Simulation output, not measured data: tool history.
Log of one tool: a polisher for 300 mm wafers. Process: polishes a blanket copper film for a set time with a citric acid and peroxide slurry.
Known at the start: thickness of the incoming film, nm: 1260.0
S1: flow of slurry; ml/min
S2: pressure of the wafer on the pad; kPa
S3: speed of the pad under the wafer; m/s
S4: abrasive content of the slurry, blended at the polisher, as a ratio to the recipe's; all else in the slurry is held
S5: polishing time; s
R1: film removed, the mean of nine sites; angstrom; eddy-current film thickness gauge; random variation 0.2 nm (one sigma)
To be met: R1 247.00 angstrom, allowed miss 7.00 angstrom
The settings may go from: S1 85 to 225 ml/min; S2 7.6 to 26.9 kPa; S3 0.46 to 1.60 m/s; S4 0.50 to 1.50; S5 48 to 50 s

{"run": 1, "day": 0.0, "S1": 145, "S2": 17.2, "S3": 1.02, "S4": 1.0, "S5": 48, "R1": 739.9}
{"run": 2, "day": 0.3, "S1": 145, "S2": 17.2, "S3": 0.76, "S4": 1.0, "S5": 48, "R1": 563.38}
{"run": 3, "day": 0.404, "S1": 135, "S2": 13.8, "S3": 0.68, "S4": 1.0, "S5": 48, "R1": 420.56}
{"run": 4, "day": 0.571, "S1": 100, "S2": 13.8, "S3": 0.68, "S4": 1.0, "S5": 48, "R1": 395.61}
{"run": 5, "day": 0.912, "S1": 100, "S2": 17.2, "S3": 0.68, "S4": 1.0, "S5": 48, "R1": 459.07}
{"run": 6, "day": 1.258, "S1": 95, "S2": 13.8, "S3": 0.64, "S4": 1.0, "S5": 48, "R1": 362.87}
{"run": 7, "day": 1.283, "S1": 90, "S2": 11.7, "S3": 0.62, "S4": 1.0, "S5": 48, "R1": 306.57}
{"run": 8, "day": 1.471, "S1": 90, "S2": 10.3, "S3": 0.62, "S4": 1.0, "S5": 48, "R1": 282.39}
{"run": 9, "day": 1.75, "S1": 90, "S2": 9.7, "S3": 0.62, "S4": 1.0, "S5": 48, "R1": 269.69}
{"run": 10, "day": 2.067, "S1": 90, "S2": 9.0, "S3": 0.62, "S4": 1.0, "S5": 48, "R1": 260.55}

Which of these 4 next moves meets every target?
{"run": "A", "day": 2.383, "S1": 90, "S2": 9.7, "S3": 0.56, "S4": 1.3, "S5": 50, "R1": "?"}
{"run": "B", "day": 2.383, "S1": 85, "S2": 11.7, "S3": 0.48, "S4": 1.1, "S5": 49, "R1": "?"}
{"run": "C", "day": 2.383, "S1": 100, "S2": 11.0, "S3": 0.54, "S4": 0.8, "S5": 49, "R1": "?"}
{"run": "D", "day": 2.383, "S1": 105, "S2": 8.3, "S3": 0.52, "S4": 0.95, "S5": 50, "R1": "?"}

move=A R1=269.24
move=B R1=246.23
move=C R1=259.38
move=D R1=223.50
A: further off than the last run
B: meets every target
C: nearer than the last run, and not there yet
D: takes the result that was furthest off past its target
Move B is the one to make.
